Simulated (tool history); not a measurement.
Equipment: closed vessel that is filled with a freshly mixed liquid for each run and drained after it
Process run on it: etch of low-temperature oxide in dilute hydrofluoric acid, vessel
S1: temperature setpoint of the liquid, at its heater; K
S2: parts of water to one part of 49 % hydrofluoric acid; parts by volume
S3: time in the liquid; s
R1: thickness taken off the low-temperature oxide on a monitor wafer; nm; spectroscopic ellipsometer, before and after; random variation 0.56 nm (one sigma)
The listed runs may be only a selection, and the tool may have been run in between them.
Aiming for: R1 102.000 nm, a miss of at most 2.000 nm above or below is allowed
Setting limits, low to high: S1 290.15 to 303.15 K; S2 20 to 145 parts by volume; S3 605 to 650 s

Run 1, day 0.000: S1 295.15 K, S2 80 parts by volume, S3 605 s. Result: R1 80.377 nm.
Run 2, day 0.146: S1 295.15 K, S2 80 parts by volume, S3 650 s. Result: R1 86.102 nm.
Run 3, day 0.229: S1 295.15 K, S2 80 parts by volume, S3 605 s. Result: R1 78.716 nm.
Run 4, day 0.333: S1 295.15 K, S2 80 parts by volume, S3 650 s. Result: R1 85.302 nm.
Run 5, day 0.500: S1 296.15 K, S2 80 parts by volume, S3 650 s. Result: R1 89.689 nm.
Run 6, day 0.788: S1 296.15 K, S2 80 parts by volume, S3 650 s. Result: R1 88.967 nm.
Run 7, day 0.846: S1 297.15 K, S2 80 parts by volume, S3 650 s. Result: R1 91.821 nm.
Run 8, day 1.171: S1 297.65 K, S2 80 parts by volume, S3 650 s. Result: R1 95.021 nm.
Run 9, day 1.354: S1 298.15 K, S2 80 parts by volume, S3 650 s. Result: R1 96.239 nm.
Run 10, day 1.717: S1 298.65 K, S2 80 parts by volume, S3 650 s. Result: R1 98.774 nm.

Below are 5 possible settings for the next run. Only one of them brings all results inside the allowed miss of their targets. Which is it?
Run A, day 2.079: S1 296.65 K, S2 75 parts by volume, S3 625 s. Result: R1 ?.
Run B, day 2.079: S1 302.15 K, S2 85 parts by volume, S3 605 s. Result: R1 ?.
Run C, day 2.079: S1 298.15 K, S2 75 parts by volume, S3 615 s. Result: R1 ?.
Run D, day 2.079: S1 299.65 K, S2 75 parts by volume, S3 605 s. Result: R1 ?.
Run E, day 2.079: S1 297.65 K, S2 80 parts by volume, S3 635 s. Result: R1 ?.

move       R1
   A   94.541
   B   98.973
   C   98.821
   D  103.190
   E   93.157
A: lands further from the targets than the last run did
B: closer than the last run, but not yet in spec
C: about the same distance from the targets as the last run
D: all results land within tolerance of their targets
E: lands further from the targets than the last run did
The move that meets every target is D.
